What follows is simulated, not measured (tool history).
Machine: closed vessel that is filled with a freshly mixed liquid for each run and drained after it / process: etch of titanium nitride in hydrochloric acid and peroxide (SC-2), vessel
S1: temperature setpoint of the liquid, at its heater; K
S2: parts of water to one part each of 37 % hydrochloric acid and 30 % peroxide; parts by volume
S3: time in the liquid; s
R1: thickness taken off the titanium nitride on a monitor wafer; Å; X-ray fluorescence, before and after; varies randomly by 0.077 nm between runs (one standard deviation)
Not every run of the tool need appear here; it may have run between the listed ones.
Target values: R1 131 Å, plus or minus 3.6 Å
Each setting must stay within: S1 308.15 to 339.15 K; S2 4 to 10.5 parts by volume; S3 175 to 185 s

run	day	S1	S2	S3	R1
1	0	323.15	5.5	175	114.08
2	0.325	323.65	5.5	175	117
3	0.517	323.65	6.5	175	102.14
4	0.821	323.65	6.5	175	103.08
5	1.008	324.15	6.5	175	106.09
6	1.292	317.65	6.5	175	67.756
7	1.483	318.65	6.5	175	73.01
8	1.55	318.65	6.5	175	72.928

4 candidate next runs follow, results not yet known. Just one meets every target within its allowed miss. Identify it.
A	1.617	326.15	7	185	?
B	1.617	322.15	5	185	?
C	1.617	320.15	4	185	?
D	1.617	321.15	4	185	?

move	R1
A	120.26
B	118.61
C	120.9
D	129.38
A: closer than the last run, but not yet in spec
B: closer than the last run, but not yet in spec
C: closer than the last run, but not yet in spec
D: hits every target within its allowed miss
The move that meets every target is D.
